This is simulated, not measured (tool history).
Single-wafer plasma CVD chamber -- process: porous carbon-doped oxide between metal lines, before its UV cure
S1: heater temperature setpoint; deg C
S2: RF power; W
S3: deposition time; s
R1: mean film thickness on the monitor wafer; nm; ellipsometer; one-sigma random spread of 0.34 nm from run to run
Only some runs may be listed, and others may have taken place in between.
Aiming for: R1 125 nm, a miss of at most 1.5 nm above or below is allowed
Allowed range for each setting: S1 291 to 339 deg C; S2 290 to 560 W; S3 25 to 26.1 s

| run | hour | S1 | S2 | S3 | R1 |
|---|---|---|---|---|---|
| 1 | 0 | 315 | 425 | 26.1 | 111.99 |
| 2 | 4.5 | 315 | 425 | 25 | 107.86 |
| 3 | 12.8 | 306 | 425 | 25 | 112.48 |
| 4 | 14.3 | 304 | 430 | 25 | 114.06 |
| 5 | 22.5 | 304 | 400 | 25 | 109.71 |
| 6 | 29 | 302 | 405 | 25 | 111.51 |
| 7 | 36.3 | 301 | 410 | 25 | 112.6 |
| 8 | 38.3 | 300 | 415 | 25 | 114.34 |
| 9 | 44.9 | 299 | 420 | 25 | 115.13 |
| 10 | 48.2 | 298 | 425 | 25 | 116.99 |
| 11 | 56.1 | 297 | 430 | 25 | 117.82 |
| 12 | 58 | 296 | 435 | 25 | 119.65 |
| 13 | 62 | 295 | 435 | 25 | 120.25 |
| 14 | 66.6 | 293 | 445 | 25 | 123.27 |
| 15 | 70.5 | 293 | 445 | 25 | 123.2 |
| 16 | 73.6 | 293 | 445 | 25 | 123.09 |

4 candidate next runs follow, results not yet known. Just one meets every target within its allowed miss. Identify it.
| A | 76.7 | 295 | 430 | 25.7 | ? |
| B | 76.7 | 291 | 445 | 25.1 | ? |
| C | 76.7 | 293 | 435 | 25 | ? |
| D | 76.7 | 297 | 430 | 25 | ? |

| move | R1 |
|---|---|
| A | 122.66 |
| B | 124.68 |
| C | 121.41 |
| D | 118.21 |
A: the biggest miss grows against the last run
B: each result inside its tolerance
C: the biggest miss grows against the last run
D: the biggest miss grows against the last run
The move that meets every target is B.
